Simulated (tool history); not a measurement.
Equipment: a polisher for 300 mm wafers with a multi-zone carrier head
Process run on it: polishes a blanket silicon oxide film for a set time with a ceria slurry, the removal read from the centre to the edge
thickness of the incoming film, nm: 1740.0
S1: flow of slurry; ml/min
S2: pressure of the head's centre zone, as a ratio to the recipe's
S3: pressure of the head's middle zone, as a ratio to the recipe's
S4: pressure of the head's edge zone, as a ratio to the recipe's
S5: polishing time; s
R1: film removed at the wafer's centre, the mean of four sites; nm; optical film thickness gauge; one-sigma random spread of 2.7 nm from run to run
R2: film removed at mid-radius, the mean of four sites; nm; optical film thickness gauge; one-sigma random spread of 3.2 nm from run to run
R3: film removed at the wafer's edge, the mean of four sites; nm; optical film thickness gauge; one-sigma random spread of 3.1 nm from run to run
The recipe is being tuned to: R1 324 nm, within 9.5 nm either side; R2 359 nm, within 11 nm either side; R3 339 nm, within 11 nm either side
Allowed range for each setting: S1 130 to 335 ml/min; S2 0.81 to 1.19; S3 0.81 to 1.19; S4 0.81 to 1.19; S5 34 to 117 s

| run | hour | S1 | S2 | S3 | S4 | S5 | R1 | R2 | R3 |
|---|---|---|---|---|---|---|---|---|---|
| 1 | 0 | 215 | 1 | 1 | 1 | 75 | 316.07 | 303.4 | 299.52 |
| 2 | 6.2 | 215 | 1 | 1 | 0.92 | 75 | 313.11 | 306.52 | 285.79 |
| 3 | 7.5 | 225 | 0.99 | 1.02 | 0.95 | 76 | 315.46 | 310.44 | 298.12 |
| 4 | 15.6 | 225 | 0.99 | 1.07 | 0.95 | 76 | 315.32 | 329.97 | 300.41 |
| 5 | 16.6 | 235 | 0.99 | 1.08 | 0.97 | 76 | 319.97 | 332.79 | 303.11 |
| 6 | 18 | 235 | 1.03 | 1.08 | 0.97 | 76 | 332.44 | 334.57 | 305.69 |
| 7 | 19.9 | 240 | 1.02 | 1.09 | 0.99 | 76 | 329.64 | 331.69 | 305.09 |
| 8 | 24.5 | 240 | 1.01 | 1.1 | 1.01 | 77 | 329.61 | 346.43 | 315.96 |
| 9 | 30.1 | 240 | 1 | 1.1 | 1.03 | 77 | 327.13 | 344.1 | 316.74 |

Which of these 5 next moves meets every target?
| A | 35.7 | 210 | 1.06 | 1.1 | 0.95 | 78 | ? | ? | ? |
| B | 35.7 | 270 | 1.03 | 1.1 | 1 | 74 | ? | ? | ? |
| C | 35.7 | 335 | 1.09 | 1.16 | 0.95 | 69 | ? | ? | ? |
| D | 35.7 | 215 | 0.93 | 1.09 | 1.06 | 83 | ? | ? | ? |
| E | 35.7 | 225 | 0.93 | 1.19 | 1.01 | 80 | ? | ? | ? |

| move | R1 | R2 | R3 |
|---|---|---|---|
| A | 348.62 | 342.98 | 305.65 |
| B | 330.72 | 333.96 | 301.8 |
| C | 333.56 | 331.25 | 279.54 |
| D | 326.06 | 363.43 | 340.71 |
| E | 316.22 | 378.06 | 322.71 |
A: further off than the last run
B: further off than the last run
C: further off than the last run
D: in spec on every target
E: closer than the last run, but not yet in spec
Correct choice: D, which meets every target
